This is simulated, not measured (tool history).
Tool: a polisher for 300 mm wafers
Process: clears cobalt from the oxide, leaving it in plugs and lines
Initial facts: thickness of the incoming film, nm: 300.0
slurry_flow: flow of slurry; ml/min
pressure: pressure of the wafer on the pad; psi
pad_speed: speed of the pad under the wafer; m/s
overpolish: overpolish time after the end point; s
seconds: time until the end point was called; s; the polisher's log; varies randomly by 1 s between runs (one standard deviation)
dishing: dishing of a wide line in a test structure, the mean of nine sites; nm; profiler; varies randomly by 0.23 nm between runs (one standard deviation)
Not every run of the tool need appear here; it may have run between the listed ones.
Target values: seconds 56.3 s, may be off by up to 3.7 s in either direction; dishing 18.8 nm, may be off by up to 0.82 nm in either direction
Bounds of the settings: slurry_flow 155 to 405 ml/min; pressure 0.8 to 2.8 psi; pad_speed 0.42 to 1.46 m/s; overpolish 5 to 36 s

run 1 day=0 | slurry_flow=260 pressure=1.8 pad_speed=0.94 overpolish=18 | seconds=68.367 dishing=28.177
run 2 day=0.342 | slurry_flow=200 pressure=1.8 pad_speed=0.94 overpolish=18 | seconds=71.022 dishing=28.127
run 3 day=0.646 | slurry_flow=200 pressure=2.2 pad_speed=0.94 overpolish=18 | seconds=57.937 dishing=28.768
run 4 day=0.712 | slurry_flow=200 pressure=1.9 pad_speed=0.94 overpolish=18 | seconds=65.978 dishing=28.978
run 5 day=1.079 | slurry_flow=225 pressure=2 pad_speed=0.9 overpolish=16 | seconds=64.938 dishing=27.909
run 6 day=1.108 | slurry_flow=245 pressure=2.1 pad_speed=0.84 overpolish=15 | seconds=66.325 dishing=28.393
run 7 day=1.146 | slurry_flow=235 pressure=2 pad_speed=0.92 overpolish=14 | seconds=64.265 dishing=27.893
run 8 day=1.242 | slurry_flow=255 pressure=1.9 pad_speed=0.98 overpolish=13 | seconds=62.183 dishing=26.912
run 9 day=1.533 | slurry_flow=270 pressure=1.8 pad_speed=1.04 overpolish=12 | seconds=60.929 dishing=27.049
run 10 day=1.812 | slurry_flow=285 pressure=1.7 pad_speed=1.08 overpolish=11 | seconds=60.54 dishing=26.245
run 11 day=1.9 | slurry_flow=300 pressure=1.6 pad_speed=1.12 overpolish=10 | seconds=61.46 dishing=25.021
run 12 day=1.967 | slurry_flow=300 pressure=1.6 pad_speed=1.12 overpolish=10 | seconds=61.969 dishing=25.349
run 13 day=2.275 | slurry_flow=250 pressure=1.7 pad_speed=1.12 overpolish=5 | seconds=59.191 dishing=18.056

Which one of the following 5 next-run settings gets every result inside its allowed miss? There is exactly one.
run A day=2.583 | slurry_flow=235 pressure=1.7 pad_speed=1.02 overpolish=5 | seconds=? dishing=?
run B day=2.583 | slurry_flow=185 pressure=1.9 pad_speed=1 overpolish=5 | seconds=? dishing=?
run C day=2.583 | slurry_flow=275 pressure=1.6 pad_speed=1.26 overpolish=5 | seconds=? dishing=?
run D day=2.583 | slurry_flow=330 pressure=1.3 pad_speed=1.32 overpolish=6 | seconds=? dishing=?
run E day=2.583 | slurry_flow=225 pressure=1.9 pad_speed=0.94 overpolish=5 | seconds=? dishing=?

move=A seconds=67.572 dishing=16.948
move=B seconds=64.051 dishing=17.524
move=C seconds=57.259 dishing=18.752
move=D seconds=65.664 dishing=19.275
move=E seconds=66.043 dishing=17.195
A: its largest miss is bigger than the last run's
B: its largest miss is bigger than the last run's
C: every result lands within tolerance
D: corrects the largest miss of the last run, while another result sits out of spec
E: its largest miss is bigger than the last run's
Move C is the one to make.

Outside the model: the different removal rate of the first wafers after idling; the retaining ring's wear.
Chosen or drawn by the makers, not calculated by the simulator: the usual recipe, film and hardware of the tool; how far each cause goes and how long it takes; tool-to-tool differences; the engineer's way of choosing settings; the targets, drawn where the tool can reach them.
